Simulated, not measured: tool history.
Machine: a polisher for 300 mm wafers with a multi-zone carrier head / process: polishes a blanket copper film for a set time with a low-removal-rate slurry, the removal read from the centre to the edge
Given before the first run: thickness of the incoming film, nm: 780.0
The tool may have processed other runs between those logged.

run    day  flow of slurry (ml/min)  pressure of the head's centre zone  pressure of the head's middle zone  pressure of the head's edge zone  abrasive content of the slurry  polishing time (s)  film removed at the wafer's centre (Å)  film removed at mid-radius (Å)  film removed at the wafer's edge (Å)
  1  0.000                      195                                1.00                                1.00                              1.00                            1.00                  70                                  1928.3                          1965.8                                1908.7
  2  0.062                      195                                1.00                                1.08                              1.00                            1.00                  70                                  1916.1                          2079.3                                1960.2
  3  0.371                      240                                1.00                                1.08                              1.00                            1.00                  70                                  1984.3                          2122.9                                1957.5
  4  0.508                      245                                0.99                                1.11                              0.99                            1.10                  73                                  2087.9                          2313.9                                2053.7
  5  0.800                      245                                0.99                                1.18                              0.99                            1.10                  73                                  2085.4                          2430.0                                2101.1
  6  0.862                      245                                0.99                                1.19                              0.99                            1.10                  73                                  2103.2                          2440.0                                2062.0
  7  1.083                      250                                0.98                                1.19                              1.00                            1.20                  75                                  2183.7                          2606.3                                2193.2
  8  1.158                      255                                0.99                                1.19                              1.03                            1.30                  75                                  2224.7                          2625.3                                2288.0
  9  1.454                      260                                0.99                                1.19                              1.02                            1.35                  76                                  2317.9                          2716.1                                2308.8
 10  1.692                      265                                0.98                                1.19                              1.03                            1.40                  77                                  2339.9                          2784.5                                2364.4

The next listed run, before its measurement:
 11  1.971                      270                                0.98                                1.19                              1.04                            1.45                  77                                       ?                               ?                                     ?

Run 11 yielded film removed at the wafer's centre (Å) 2357.9, film removed at mid-radius (Å) 2801.3, film removed at the wafer's edge (Å) 2432.7.

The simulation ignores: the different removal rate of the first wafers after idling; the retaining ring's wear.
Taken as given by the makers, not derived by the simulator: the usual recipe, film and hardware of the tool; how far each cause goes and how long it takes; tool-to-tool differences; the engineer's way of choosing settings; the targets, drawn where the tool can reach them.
